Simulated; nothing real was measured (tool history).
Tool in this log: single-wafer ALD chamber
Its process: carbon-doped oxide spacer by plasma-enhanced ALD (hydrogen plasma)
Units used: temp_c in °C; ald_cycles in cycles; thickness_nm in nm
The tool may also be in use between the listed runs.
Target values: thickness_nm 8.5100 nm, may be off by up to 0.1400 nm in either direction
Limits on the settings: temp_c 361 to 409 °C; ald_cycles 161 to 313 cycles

run 1 day=0.000 | temp_c=385 ald_cycles=237 | thickness_nm=11.1280
run 2 day=0.321 | temp_c=385 ald_cycles=266 | thickness_nm=12.5470
run 3 day=0.554 | temp_c=385 ald_cycles=283 | thickness_nm=13.3300
run 4 day=0.808 | temp_c=385 ald_cycles=256 | thickness_nm=12.0040
run 5 day=0.879 | temp_c=385 ald_cycles=236 | thickness_nm=11.1920
run 6 day=0.929 | temp_c=385 ald_cycles=219 | thickness_nm=10.3650
run 7 day=1.196 | temp_c=385 ald_cycles=208 | thickness_nm=9.8198
run 8 day=1.371 | temp_c=385 ald_cycles=200 | thickness_nm=9.4013
run 9 day=1.608 | temp_c=385 ald_cycles=195 | thickness_nm=9.2064
run 10 day=1.900 | temp_c=385 ald_cycles=191 | thickness_nm=9.0242
run 11 day=1.933 | temp_c=385 ald_cycles=188 | thickness_nm=8.8808
run 12 day=2.175 | temp_c=385 ald_cycles=186 | thickness_nm=8.6584
run 13 day=2.546 | temp_c=385 ald_cycles=185 | thickness_nm=8.6587

Which one of the following 4 next-run settings gets every result inside its allowed miss? There is exactly one.
run A day=2.917 | temp_c=377 ald_cycles=180 | thickness_nm=?
run B day=2.917 | temp_c=378 ald_cycles=191 | thickness_nm=?
run C day=2.917 | temp_c=382 ald_cycles=191 | thickness_nm=?
run D day=2.917 | temp_c=393 ald_cycles=189 | thickness_nm=?

move=A thickness_nm=8.4088
move=B thickness_nm=8.9226
move=C thickness_nm=8.9226
move=D thickness_nm=8.8292
A: all results land within tolerance of their targets
B: the biggest miss grows against the last run
C: the biggest miss grows against the last run
D: the biggest miss grows against the last run
Go with A: it meets all targets.

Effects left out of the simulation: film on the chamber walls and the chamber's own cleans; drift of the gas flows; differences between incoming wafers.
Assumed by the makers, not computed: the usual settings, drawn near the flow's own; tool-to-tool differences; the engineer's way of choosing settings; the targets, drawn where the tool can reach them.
